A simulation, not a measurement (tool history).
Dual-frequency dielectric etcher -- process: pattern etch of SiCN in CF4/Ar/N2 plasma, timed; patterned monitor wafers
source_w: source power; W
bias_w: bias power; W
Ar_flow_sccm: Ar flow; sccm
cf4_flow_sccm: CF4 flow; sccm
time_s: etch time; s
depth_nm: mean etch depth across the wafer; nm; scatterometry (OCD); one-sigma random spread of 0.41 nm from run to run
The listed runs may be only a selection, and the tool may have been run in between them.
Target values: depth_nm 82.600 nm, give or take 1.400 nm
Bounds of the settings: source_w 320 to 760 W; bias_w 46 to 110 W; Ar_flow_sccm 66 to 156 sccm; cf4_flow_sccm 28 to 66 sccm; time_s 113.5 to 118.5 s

{"run": 1, "hour": 0.0, "source_w": 540, "bias_w": 78, "Ar_flow_sccm": 111, "cf4_flow_sccm": 47, "time_s": 113.5, "depth_nm": 99.415}
{"run": 2, "hour": 2.5, "source_w": 510, "bias_w": 78, "Ar_flow_sccm": 111, "cf4_flow_sccm": 47, "time_s": 113.5, "depth_nm": 93.689}
{"run": 3, "hour": 5.7, "source_w": 510, "bias_w": 78, "Ar_flow_sccm": 111, "cf4_flow_sccm": 54, "time_s": 113.5, "depth_nm": 96.645}
{"run": 4, "hour": 6.9, "source_w": 470, "bias_w": 78, "Ar_flow_sccm": 111, "cf4_flow_sccm": 54, "time_s": 113.5, "depth_nm": 89.431}
{"run": 5, "hour": 13.6, "source_w": 460, "bias_w": 78, "Ar_flow_sccm": 111, "cf4_flow_sccm": 54, "time_s": 113.5, "depth_nm": 87.419}
{"run": 6, "hour": 20.6, "source_w": 460, "bias_w": 87, "Ar_flow_sccm": 111, "cf4_flow_sccm": 54, "time_s": 113.5, "depth_nm": 89.437}
{"run": 7, "hour": 25.3, "source_w": 450, "bias_w": 87, "Ar_flow_sccm": 111, "cf4_flow_sccm": 54, "time_s": 113.5, "depth_nm": 88.052}
{"run": 8, "hour": 33.7, "source_w": 440, "bias_w": 87, "Ar_flow_sccm": 111, "cf4_flow_sccm": 54, "time_s": 113.5, "depth_nm": 85.895}
{"run": 9, "hour": 36.3, "source_w": 430, "bias_w": 87, "Ar_flow_sccm": 111, "cf4_flow_sccm": 54, "time_s": 113.5, "depth_nm": 84.386}

Of the 4 settings listed for the next run, only one would bring every result within its allowed miss of target. Which one?
{"run": "A", "hour": 38.9, "source_w": 430, "bias_w": 89, "Ar_flow_sccm": 95, "cf4_flow_sccm": 55, "time_s": 113.5, "depth_nm": "?"}
{"run": "B", "hour": 38.9, "source_w": 430, "bias_w": 90, "Ar_flow_sccm": 111, "cf4_flow_sccm": 47, "time_s": 114.0, "depth_nm": "?"}
{"run": "C", "hour": 38.9, "source_w": 410, "bias_w": 110, "Ar_flow_sccm": 82, "cf4_flow_sccm": 35, "time_s": 118.5, "depth_nm": "?"}
{"run": "D", "hour": 38.9, "source_w": 440, "bias_w": 87, "Ar_flow_sccm": 144, "cf4_flow_sccm": 52, "time_s": 118.5, "depth_nm": "?"}

move=A depth_nm=87.297
move=B depth_nm=83.540
move=C depth_nm=86.684
move=D depth_nm=86.368
A: further off than the last run
B: all results land within tolerance of their targets
C: further off than the last run
D: further off than the last run
B meets every target.
